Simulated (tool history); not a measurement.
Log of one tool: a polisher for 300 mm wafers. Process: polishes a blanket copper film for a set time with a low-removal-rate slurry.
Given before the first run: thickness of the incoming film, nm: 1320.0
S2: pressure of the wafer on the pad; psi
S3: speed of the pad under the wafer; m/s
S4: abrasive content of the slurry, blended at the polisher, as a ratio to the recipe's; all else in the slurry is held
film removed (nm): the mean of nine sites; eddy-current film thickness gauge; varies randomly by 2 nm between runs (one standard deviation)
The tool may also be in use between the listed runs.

{"run": 1, "day": 0.0, "flow of slurry (ml/min)": 160, "S2": 2.6, "S3": 1.04, "S4": 1, "polishing time (s)": 81, "film removed (nm)": 232.67}
{"run": 2, "day": 0.158, "flow of slurry (ml/min)": 160, "S2": 2.4, "S3": 1.04, "S4": 1, "polishing time (s)": 81, "film removed (nm)": 210.92}
{"run": 3, "day": 0.467, "flow of slurry (ml/min)": 160, "S2": 2.4, "S3": 1.04, "S4": 0.8, "polishing time (s)": 81, "film removed (nm)": 203.95}
{"run": 4, "day": 0.821, "flow of slurry (ml/min)": 160, "S2": 2.4, "S3": 1.04, "S4": 0.8, "polishing time (s)": 81, "film removed (nm)": 202.74}
{"run": 5, "day": 0.888, "flow of slurry (ml/min)": 160, "S2": 2.4, "S3": 0.84, "S4": 0.8, "polishing time (s)": 81, "film removed (nm)": 182.48}
{"run": 6, "day": 1.108, "flow of slurry (ml/min)": 185, "S2": 2.4, "S3": 0.84, "S4": 0.8, "polishing time (s)": 81, "film removed (nm)": 182.52}
{"run": 7, "day": 1.4, "flow of slurry (ml/min)": 185, "S2": 2.4, "S3": 0.84, "S4": 0.8, "polishing time (s)": 81, "film removed (nm)": 179.36}

Run 8 has not been measured yet. What should we expect?
{"run": 8, "day": 1.633, "flow of slurry (ml/min)": 185, "S2": 2.3, "S3": 0.84, "S4": 0.8, "polishing time (s)": 81, "film removed (nm)": "?"}

film removed (nm): 175.28
